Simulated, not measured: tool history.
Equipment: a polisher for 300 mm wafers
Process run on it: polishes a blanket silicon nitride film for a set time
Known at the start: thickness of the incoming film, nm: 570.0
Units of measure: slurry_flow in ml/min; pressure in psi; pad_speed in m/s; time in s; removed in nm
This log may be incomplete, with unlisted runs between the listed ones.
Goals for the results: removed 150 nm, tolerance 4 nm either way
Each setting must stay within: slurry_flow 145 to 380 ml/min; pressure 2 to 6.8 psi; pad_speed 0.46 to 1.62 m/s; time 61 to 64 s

run  hour  slurry_flow  pressure  pad_speed  time  removed
  1     0          245       4.4       1.04    61   112.66
  2   4.1          245       4.4       0.88    61   101.05
  3   5.6          250       4.8       0.88    61   110.36
  4  14.5          250       4.8          1    61   117.64
  5  18.9          225       4.8          1    61   117.26
  6    27          235       5.1          1    61   124.87
  7  29.1          240       5.3          1    61   129.61
  8  33.5          245       5.5          1    61   135.45

Which one of the following 4 next-run settings gets every result inside its allowed miss? There is exactly one.
  A  37.9          220       6.1       0.86    62        ?
  B  37.9          225         6       0.94    64        ?
  C  37.9          275       5.1       0.98    61        ?
  D  37.9          170       4.8        1.3    63        ?

move  removed
   A   139.32
   B   149.01
   C   126.64
   D   137.83
A: better than the last run, though not everything is in spec
B: in spec on every target
C: misses by more than the last run did
D: better than the last run, though not everything is in spec
B meets every target.
